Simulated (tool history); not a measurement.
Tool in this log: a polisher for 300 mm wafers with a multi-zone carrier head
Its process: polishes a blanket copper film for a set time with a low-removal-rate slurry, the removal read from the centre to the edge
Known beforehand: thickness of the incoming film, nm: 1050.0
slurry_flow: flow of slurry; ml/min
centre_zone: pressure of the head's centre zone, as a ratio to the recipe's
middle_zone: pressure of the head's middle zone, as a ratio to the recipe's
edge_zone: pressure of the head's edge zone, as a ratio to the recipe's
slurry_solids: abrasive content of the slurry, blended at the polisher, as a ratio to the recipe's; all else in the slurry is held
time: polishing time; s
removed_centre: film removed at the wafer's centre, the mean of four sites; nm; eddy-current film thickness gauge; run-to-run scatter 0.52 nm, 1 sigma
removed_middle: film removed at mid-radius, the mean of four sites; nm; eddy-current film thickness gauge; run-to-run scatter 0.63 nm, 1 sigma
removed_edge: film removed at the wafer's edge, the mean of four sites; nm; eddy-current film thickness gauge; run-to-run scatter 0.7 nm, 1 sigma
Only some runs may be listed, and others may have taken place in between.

run 1 hour=0 | slurry_flow=275 centre_zone=1 middle_zone=1 edge_zone=1 slurry_solids=1 time=36 | removed_centre=53.6 removed_middle=57.66 removed_edge=56.616
run 2 hour=6.8 | slurry_flow=275 centre_zone=1 middle_zone=0.95 edge_zone=1 slurry_solids=1 time=36 | removed_centre=55.15 removed_middle=53.887 removed_edge=57.491
run 3 hour=7.7 | slurry_flow=275 centre_zone=1 middle_zone=0.94 edge_zone=0.98 slurry_solids=0.9 time=36 | removed_centre=52.212 removed_middle=53.044 removed_edge=54.857
run 4 hour=13.8 | slurry_flow=275 centre_zone=1.06 middle_zone=0.94 edge_zone=0.98 slurry_solids=0.9 time=36 | removed_centre=57.409 removed_middle=53.325 removed_edge=55.357
run 5 hour=19.4 | slurry_flow=275 centre_zone=1.06 middle_zone=0.94 edge_zone=0.95 slurry_solids=0.9 time=36 | removed_centre=57.372 removed_middle=53.304 removed_edge=56.23
-- hour=22.8 slurry nozzle cleaned
run 6 hour=22.8 | slurry_flow=275 centre_zone=1.06 middle_zone=0.92 edge_zone=0.95 slurry_solids=0.85 time=35 | removed_centre=59.867 removed_middle=52.777 removed_edge=55.706
run 7 hour=24.9 | slurry_flow=275 centre_zone=1.06 middle_zone=0.92 edge_zone=0.95 slurry_solids=0.85 time=35 | removed_centre=58.803 removed_middle=53.789 removed_edge=56.023
run 8 hour=25.5 | slurry_flow=270 centre_zone=1.06 middle_zone=0.91 edge_zone=0.96 slurry_solids=0.85 time=34 | removed_centre=57.945 removed_middle=51.165 removed_edge=56.342
run 9 hour=32.3 | slurry_flow=275 centre_zone=1.06 middle_zone=0.91 edge_zone=0.95 slurry_solids=0.85 time=32 | removed_centre=54.318 removed_middle=50.588 removed_edge=49.171
run 10 hour=35.1 | slurry_flow=260 centre_zone=1.05 middle_zone=0.89 edge_zone=0.97 slurry_solids=0.85 time=31 | removed_centre=52.155 removed_middle=46.373 removed_edge=50.411
run 11 hour=39.3 | slurry_flow=260 centre_zone=1.05 middle_zone=0.89 edge_zone=0.97 slurry_solids=0.85 time=31 | removed_centre=52.625 removed_middle=46.679 removed_edge=49.082
run 12 hour=44.2 | slurry_flow=260 centre_zone=1.05 middle_zone=0.89 edge_zone=0.97 slurry_solids=0.85 time=31 | removed_centre=53.38 removed_middle=46.148 removed_edge=48.528

Run 13 has not been measured yet. What should we expect?
run 13 hour=44.7 | slurry_flow=255 centre_zone=1.04 middle_zone=0.89 edge_zone=0.98 slurry_solids=0.85 time=31 | removed_centre=? removed_middle=? removed_edge=?

removed_centre: 50.298 nm
removed_middle: 46.815 nm
removed_edge: 50.057 nm
